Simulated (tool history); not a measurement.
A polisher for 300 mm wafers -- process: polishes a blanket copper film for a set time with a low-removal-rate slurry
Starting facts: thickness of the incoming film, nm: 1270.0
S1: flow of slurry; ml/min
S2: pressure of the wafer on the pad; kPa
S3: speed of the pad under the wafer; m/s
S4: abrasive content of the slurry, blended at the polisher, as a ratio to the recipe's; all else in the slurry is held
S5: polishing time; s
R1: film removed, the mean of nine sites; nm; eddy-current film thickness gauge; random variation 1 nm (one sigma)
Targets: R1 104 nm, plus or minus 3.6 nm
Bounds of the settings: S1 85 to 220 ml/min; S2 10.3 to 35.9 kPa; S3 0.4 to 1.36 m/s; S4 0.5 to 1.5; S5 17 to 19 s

run,hour,S1,S2,S3,S4,S5,R1
1,0,140,22.8,0.88,1,19,62.816
2,0.9,140,22.8,0.88,1,19,64.217
3,3.4,140,22.8,0.74,1,19,52.949
4,4.9,150,26.9,0.76,1,19,61.821
5,10.6,150,22.8,0.76,1,19,55.165
6,19.1,155,26.9,0.82,1,19,67.245
7,20.1,155,29.6,0.86,1,19,75.301
8,22.7,155,31.7,0.9,1,19,83.482
9,25.8,155,33.1,0.92,1,19,86.761
10,26.7,160,33.8,0.94,1,19,92.773
11,28.1,165,34.5,0.96,1,19,93.803
12,35.3,165,35.2,0.98,1,19,98.807

Which single option among these 4 for the next run brings every result within its allowed miss of target? Just one does.
A,42.5,175,35.2,1.14,1,18,?
B,42.5,195,35.9,1.22,0.85,17,?
C,42.5,155,32.4,1.08,1.05,19,?
D,42.5,175,35.9,1.1,1.15,19,?

move,R1
A,110.73
B,111.2
C,103.77
D,117.82
A: takes the result that was furthest off past its target
B: takes the result that was furthest off past its target
C: every result within its allowed miss
D: takes the result that was furthest off past its target
So the answer is move C, the one that meets all the targets.
